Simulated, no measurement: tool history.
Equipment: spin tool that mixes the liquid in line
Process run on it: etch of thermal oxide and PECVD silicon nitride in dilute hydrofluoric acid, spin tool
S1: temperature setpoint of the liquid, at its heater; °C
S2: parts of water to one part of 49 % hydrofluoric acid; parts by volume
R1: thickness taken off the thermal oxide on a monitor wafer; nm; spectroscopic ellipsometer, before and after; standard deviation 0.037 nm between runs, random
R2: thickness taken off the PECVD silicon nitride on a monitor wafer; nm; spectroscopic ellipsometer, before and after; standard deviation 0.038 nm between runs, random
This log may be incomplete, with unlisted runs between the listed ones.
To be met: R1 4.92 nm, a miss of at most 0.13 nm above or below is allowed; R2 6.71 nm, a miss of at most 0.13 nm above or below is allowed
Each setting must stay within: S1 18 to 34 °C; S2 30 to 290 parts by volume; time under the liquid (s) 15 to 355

run 1 hour=0 | S1=26 S2=160 time_under_the_liquid_(s)=180 | R1=5.3508 R2=5.6328
run 2 hour=8.6 | S1=27.5 S2=170 time_under_the_liquid_(s)=185 | R1=5.4195 R2=6.0057
run 3 hour=16.5 | S1=28.5 S2=180 time_under_the_liquid_(s)=190 | R1=5.4148 R2=6.2027
run 4 hour=19 | S1=28.5 S2=160 time_under_the_liquid_(s)=190 | R1=6.1615 R2=6.9608
run 5 hour=20.7 | S1=28.5 S2=215 time_under_the_liquid_(s)=190 | R1=4.2994 R2=5.1262
run 6 hour=27.2 | S1=26 S2=215 time_under_the_liquid_(s)=190 | R1=3.9242 R2=4.3857
run 7 hour=30 | S1=27.5 S2=215 time_under_the_liquid_(s)=190 | R1=4.1354 R2=4.8387
run 8 hour=35.2 | S1=28.5 S2=215 time_under_the_liquid_(s)=190 | R1=4.3296 R2=5.1795
run 9 hour=36.7 | S1=29.5 S2=215 time_under_the_liquid_(s)=190 | R1=4.4179 R2=5.4207
run 10 hour=40.6 | S1=30.5 S2=215 time_under_the_liquid_(s)=190 | R1=4.6054 R2=5.8149
run 11 hour=46.8 | S1=31 S2=215 time_under_the_liquid_(s)=190 | R1=4.6742 R2=6.0542
run 12 hour=47.5 | S1=31.5 S2=215 time_under_the_liquid_(s)=190 | R1=4.7559 R2=6.1661
run 13 hour=49.1 | S1=32 S2=215 time_under_the_liquid_(s)=190 | R1=4.7901 R2=6.3197
run 14 hour=50.1 | S1=32.5 S2=215 time_under_the_liquid_(s)=190 | R1=4.8679 R2=6.4887

Pick the move, out of 4, that brings all results within their allowed miss; only one does.
run A hour=51.1 | S1=34 S2=230 time_under_the_liquid_(s)=185 | R1=? R2=?
run B hour=51.1 | S1=33.5 S2=215 time_under_the_liquid_(s)=185 | R1=? R2=?
run C hour=51.1 | S1=32.5 S2=205 time_under_the_liquid_(s)=195 | R1=? R2=?
run D hour=51.1 | S1=33 S2=170 time_under_the_liquid_(s)=150 | R1=? R2=?

move=A R1=4.5466 R2=6.5016
move=B R1=4.8789 R2=6.7792
move=C R1=5.2854 R2=7.0854
move=D R1=5.2226 R2=6.8101
A: the biggest miss grows against the last run
B: every result lands within tolerance
C: pushes the last run's worst result past its target
D: the furthest-off result lands on target, but another misses its tolerance
B is the move that brings every result within its allowed miss.

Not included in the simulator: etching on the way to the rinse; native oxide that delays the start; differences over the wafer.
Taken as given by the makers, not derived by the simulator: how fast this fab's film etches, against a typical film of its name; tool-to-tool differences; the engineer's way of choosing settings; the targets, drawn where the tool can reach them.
